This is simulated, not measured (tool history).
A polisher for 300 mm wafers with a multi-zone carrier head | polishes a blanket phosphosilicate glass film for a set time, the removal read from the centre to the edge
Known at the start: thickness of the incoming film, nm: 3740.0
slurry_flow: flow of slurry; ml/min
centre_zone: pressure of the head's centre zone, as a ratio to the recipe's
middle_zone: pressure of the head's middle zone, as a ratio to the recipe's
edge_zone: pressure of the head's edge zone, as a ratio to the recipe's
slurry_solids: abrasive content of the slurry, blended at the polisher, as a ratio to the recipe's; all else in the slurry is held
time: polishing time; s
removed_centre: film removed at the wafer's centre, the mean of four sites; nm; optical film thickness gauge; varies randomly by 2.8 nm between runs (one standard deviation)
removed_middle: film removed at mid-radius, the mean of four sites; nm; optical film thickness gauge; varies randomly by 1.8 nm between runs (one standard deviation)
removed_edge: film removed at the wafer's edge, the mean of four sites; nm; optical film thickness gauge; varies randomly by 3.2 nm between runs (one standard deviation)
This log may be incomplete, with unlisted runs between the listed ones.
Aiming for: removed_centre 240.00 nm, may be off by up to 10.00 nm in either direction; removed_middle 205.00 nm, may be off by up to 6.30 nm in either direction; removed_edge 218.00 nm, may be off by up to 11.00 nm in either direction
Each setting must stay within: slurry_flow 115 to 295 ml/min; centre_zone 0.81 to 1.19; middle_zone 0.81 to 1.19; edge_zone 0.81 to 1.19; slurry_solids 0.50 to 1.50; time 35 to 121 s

run 1 hour=0.0 | slurry_flow=190 centre_zone=1.00 middle_zone=1.00 edge_zone=1.00 slurry_solids=1.00 time=78 | removed_centre=366.67 removed_middle=379.93 removed_edge=355.90
run 2 hour=7.8 | slurry_flow=190 centre_zone=1.00 middle_zone=1.07 edge_zone=1.00 slurry_solids=1.00 time=78 | removed_centre=361.14 removed_middle=395.60 removed_edge=369.25
run 3 hour=10.3 | slurry_flow=180 centre_zone=1.01 middle_zone=1.01 edge_zone=1.03 slurry_solids=0.85 time=73 | removed_centre=316.97 removed_middle=326.27 removed_edge=320.11
run 4 hour=15.0 | slurry_flow=180 centre_zone=1.01 middle_zone=1.01 edge_zone=1.03 slurry_solids=0.85 time=56 | removed_centre=239.96 removed_middle=249.31 removed_edge=244.21
run 5 hour=22.4 | slurry_flow=180 centre_zone=1.01 middle_zone=1.01 edge_zone=0.97 slurry_solids=0.85 time=56 | removed_centre=243.99 removed_middle=251.37 removed_edge=236.41
run 6 hour=23.0 | slurry_flow=180 centre_zone=1.01 middle_zone=1.01 edge_zone=0.97 slurry_solids=1.00 time=56 | removed_centre=269.80 removed_middle=262.98 removed_edge=259.02
run 7 hour=24.3 | slurry_flow=170 centre_zone=1.01 middle_zone=0.97 edge_zone=0.97 slurry_solids=0.95 time=56 | removed_centre=253.05 removed_middle=251.42 removed_edge=253.03
run 8 hour=25.2 | slurry_flow=170 centre_zone=1.03 middle_zone=0.93 edge_zone=0.96 slurry_solids=0.90 time=56 | removed_centre=259.32 removed_middle=236.22 removed_edge=236.12
run 9 hour=29.3 | slurry_flow=165 centre_zone=1.03 middle_zone=0.91 edge_zone=0.96 slurry_solids=0.90 time=56 | removed_centre=255.14 removed_middle=231.68 removed_edge=239.79
run 10 hour=37.5 | slurry_flow=160 centre_zone=1.03 middle_zone=0.89 edge_zone=0.95 slurry_solids=0.90 time=56 | removed_centre=249.88 removed_middle=228.51 removed_edge=238.41
run 11 hour=40.5 | slurry_flow=155 centre_zone=1.04 middle_zone=0.87 edge_zone=0.94 slurry_solids=0.90 time=56 | removed_centre=254.86 removed_middle=221.94 removed_edge=238.65
run 12 hour=49.2 | slurry_flow=155 centre_zone=1.04 middle_zone=0.86 edge_zone=0.92 slurry_solids=0.85 time=56 | removed_centre=243.02 removed_middle=212.82 removed_edge=224.41

Which of these 5 next moves meets every target?
run A hour=57.9 | slurry_flow=155 centre_zone=0.98 middle_zone=0.86 edge_zone=0.93 slurry_solids=0.75 time=62 | removed_centre=? removed_middle=? removed_edge=?
run B hour=57.9 | slurry_flow=135 centre_zone=1.08 middle_zone=0.91 edge_zone=0.91 slurry_solids=0.90 time=55 | removed_centre=? removed_middle=? removed_edge=?
run C hour=57.9 | slurry_flow=175 centre_zone=1.09 middle_zone=0.89 edge_zone=0.97 slurry_solids=0.90 time=50 | removed_centre=? removed_middle=? removed_edge=?
run D hour=57.9 | slurry_flow=125 centre_zone=1.02 middle_zone=0.85 edge_zone=0.96 slurry_solids=0.75 time=64 | removed_centre=? removed_middle=? removed_edge=?
run E hour=57.9 | slurry_flow=115 centre_zone=1.05 middle_zone=0.81 edge_zone=0.97 slurry_solids=1.15 time=54 | removed_centre=? removed_middle=? removed_edge=?

move=A removed_centre=241.21 removed_middle=224.38 removed_edge=243.84
move=B removed_centre=245.40 removed_middle=217.66 removed_edge=225.71
move=C removed_centre=239.80 removed_middle=205.34 removed_edge=219.45
move=D removed_centre=244.31 removed_middle=217.73 removed_edge=245.95
move=E removed_centre=244.52 removed_middle=204.22 removed_edge=243.02
A: its largest miss is bigger than the last run's
B: its largest miss is bigger than the last run's
C: every result lands within tolerance
D: its largest miss is bigger than the last run's
E: corrects the largest miss of the last run, while another result sits out of spec
Answer: C
